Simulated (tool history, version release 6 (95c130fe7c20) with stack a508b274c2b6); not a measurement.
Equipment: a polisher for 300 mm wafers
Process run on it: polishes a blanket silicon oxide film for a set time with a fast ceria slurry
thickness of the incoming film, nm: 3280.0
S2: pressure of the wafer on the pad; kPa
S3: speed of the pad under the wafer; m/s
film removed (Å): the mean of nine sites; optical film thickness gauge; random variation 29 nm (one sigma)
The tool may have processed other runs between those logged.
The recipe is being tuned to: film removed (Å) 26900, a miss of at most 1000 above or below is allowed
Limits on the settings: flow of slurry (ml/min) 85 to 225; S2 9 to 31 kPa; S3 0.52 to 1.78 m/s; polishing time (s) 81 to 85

run 1 day=0 | flow_of_slurry_(ml/min)=145 S2=20 S3=1.14 polishing_time_(s)=81 | film_removed_(Å)=18126
run 2 day=0.258 | flow_of_slurry_(ml/min)=145 S2=20 S3=1.14 polishing_time_(s)=85 | film_removed_(Å)=19291
run 3 day=0.579 | flow_of_slurry_(ml/min)=145 S2=15.9 S3=1.14 polishing_time_(s)=85 | film_removed_(Å)=15385
run 4 day=0.846 | flow_of_slurry_(ml/min)=150 S2=17.9 S3=1.14 polishing_time_(s)=85 | film_removed_(Å)=17302
run 5 day=1.096 | flow_of_slurry_(ml/min)=130 S2=17.9 S3=1.14 polishing_time_(s)=85 | film_removed_(Å)=16888
run 6 day=1.396 | flow_of_slurry_(ml/min)=135 S2=20 S3=1.14 polishing_time_(s)=85 | film_removed_(Å)=19090
run 7 day=1.704 | flow_of_slurry_(ml/min)=140 S2=21.4 S3=1.14 polishing_time_(s)=85 | film_removed_(Å)=20556
run 8 day=1.746 | flow_of_slurry_(ml/min)=145 S2=22.8 S3=1.14 polishing_time_(s)=85 | film_removed_(Å)=21807
run 9 day=1.967 | flow_of_slurry_(ml/min)=145 S2=23.4 S3=1.14 polishing_time_(s)=85 | film_removed_(Å)=22594

Next run, 4 choices. One meets every target within its allowed miss, the rest don't. Which?
run A day=2.188 | flow_of_slurry_(ml/min)=130 S2=24.1 S3=1 polishing_time_(s)=81 | film_removed_(Å)=?
run B day=2.188 | flow_of_slurry_(ml/min)=155 S2=17.2 S3=1.1 polishing_time_(s)=85 | film_removed_(Å)=?
run C day=2.188 | flow_of_slurry_(ml/min)=150 S2=26.2 S3=1.34 polishing_time_(s)=85 | film_removed_(Å)=?
run D day=2.188 | flow_of_slurry_(ml/min)=135 S2=24.8 S3=1.3 polishing_time_(s)=85 | film_removed_(Å)=?

move=A film_removed_(Å)=19190
move=B film_removed_(Å)=16507
move=C film_removed_(Å)=29852
move=D film_removed_(Å)=26917
A: the biggest miss grows against the last run
B: the biggest miss grows against the last run
C: takes the biggest miss from the last run beyond its target
D: all results in spec
Move D is the one to make.
